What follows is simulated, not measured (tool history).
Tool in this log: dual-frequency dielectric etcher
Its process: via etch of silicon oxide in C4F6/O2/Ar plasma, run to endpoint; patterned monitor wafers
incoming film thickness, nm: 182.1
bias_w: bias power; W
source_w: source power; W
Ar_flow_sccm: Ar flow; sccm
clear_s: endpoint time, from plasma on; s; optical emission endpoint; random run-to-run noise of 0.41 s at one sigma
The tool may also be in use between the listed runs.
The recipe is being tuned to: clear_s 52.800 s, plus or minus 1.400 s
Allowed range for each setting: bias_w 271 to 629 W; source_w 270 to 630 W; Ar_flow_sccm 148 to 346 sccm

run,hour,bias_w,source_w,Ar_flow_sccm,clear_s
1,0.0,450,450,247,39.831
2,0.7,433,430,250,40.903
3,8.2,367,430,250,42.982
4,15.8,433,430,250,41.071
5,21.7,402,430,250,41.524
6,30.5,402,390,250,44.414
7,37.7,393,380,251,45.508
8,45.5,303,310,261,55.620
9,48.9,307,310,261,55.480
10,49.4,311,310,261,54.575
11,51.5,314,310,261,54.888
12,53.8,355,330,259,50.530
13,61.1,352,330,259,51.550
14,66.4,350,330,259,51.045
15,68.6,347,330,259,51.598
16,75.4,347,330,259,50.757

Consider the 5 candidate settings below. Which is the only one whose results all fall within their allowed miss of target?
A,82.2,335,360,269,?
B,82.2,364,340,208,?
C,82.2,329,360,254,?
D,82.2,327,330,261,?
E,82.2,346,340,263,?

move,clear_s
A,49.074
B,48.587
C,49.149
D,52.050
E,50.207
A: lands further from the targets than the last run did
B: lands further from the targets than the last run did
C: lands further from the targets than the last run did
D: hits every target within its allowed miss
E: lands further from the targets than the last run did
Go with D: it meets all targets.
